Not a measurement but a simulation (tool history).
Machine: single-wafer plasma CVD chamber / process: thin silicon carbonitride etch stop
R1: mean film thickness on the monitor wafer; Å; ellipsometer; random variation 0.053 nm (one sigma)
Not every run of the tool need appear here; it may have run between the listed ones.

run 1 hour=0 | RF_power_(W)=265 deposition_time_(s)=20.1 | R1=116.11
run 2 hour=7.5 | RF_power_(W)=265 deposition_time_(s)=22.5 | R1=128.67
run 3 hour=12.8 | RF_power_(W)=255 deposition_time_(s)=21.8 | R1=122.51
run 4 hour=20.2 | RF_power_(W)=245 deposition_time_(s)=21.5 | R1=119.95
run 5 hour=25.1 | RF_power_(W)=245 deposition_time_(s)=23.5 | R1=130.84
run 6 hour=32.3 | RF_power_(W)=235 deposition_time_(s)=22.8 | R1=125.52
run 7 hour=41 | RF_power_(W)=225 deposition_time_(s)=22.2 | R1=119.83
run 8 hour=48.8 | RF_power_(W)=220 deposition_time_(s)=21.8 | R1=117.96
run 9 hour=56.6 | RF_power_(W)=215 deposition_time_(s)=21.4 | R1=114.67
run 10 hour=60.4 | RF_power_(W)=210 deposition_time_(s)=21.1 | R1=111.5
run 11 hour=69.2 | RF_power_(W)=205 deposition_time_(s)=20.9 | R1=110.39
run 12 hour=76.7 | RF_power_(W)=200 deposition_time_(s)=20.7 | R1=107.69
run 13 hour=85.5 | RF_power_(W)=195 deposition_time_(s)=20.6 | R1=106.16

Run 14, settings as shown, results not yet in. Your forecast:
run 14 hour=88.9 | RF_power_(W)=195 deposition_time_(s)=20.5 | R1=?

R1: 106.75 Å
